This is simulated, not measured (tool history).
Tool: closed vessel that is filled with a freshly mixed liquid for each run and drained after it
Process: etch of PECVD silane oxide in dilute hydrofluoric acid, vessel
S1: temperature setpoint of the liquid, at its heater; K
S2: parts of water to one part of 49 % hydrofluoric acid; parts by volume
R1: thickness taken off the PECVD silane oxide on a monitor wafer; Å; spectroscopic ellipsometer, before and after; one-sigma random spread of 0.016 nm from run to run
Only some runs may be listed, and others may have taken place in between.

run 1 hour=0 | S1=296.15 S2=195 time_in_the_liquid_(s)=30 | R1=26.448
run 2 hour=0.9 | S1=296.15 S2=140 time_in_the_liquid_(s)=30 | R1=39.799
run 3 hour=5.7 | S1=294.15 S2=140 time_in_the_liquid_(s)=30 | R1=36.028
run 4 hour=11.2 | S1=294.15 S2=175 time_in_the_liquid_(s)=30 | R1=27.955
run 5 hour=15.3 | S1=291.65 S2=175 time_in_the_liquid_(s)=30 | R1=25.563
run 6 hour=17.1 | S1=291.65 S2=175 time_in_the_liquid_(s)=30 | R1=25.342
run 7 hour=19.7 | S1=291.65 S2=175 time_in_the_liquid_(s)=30 | R1=25.676
run 8 hour=23.9 | S1=291.65 S2=180 time_in_the_liquid_(s)=30 | R1=24.241

What will run 9 give?
run 9 hour=28.2 | S1=291.65 S2=185 time_in_the_liquid_(s)=30 | R1=?

{"run 9": {"R1": 23.854}}
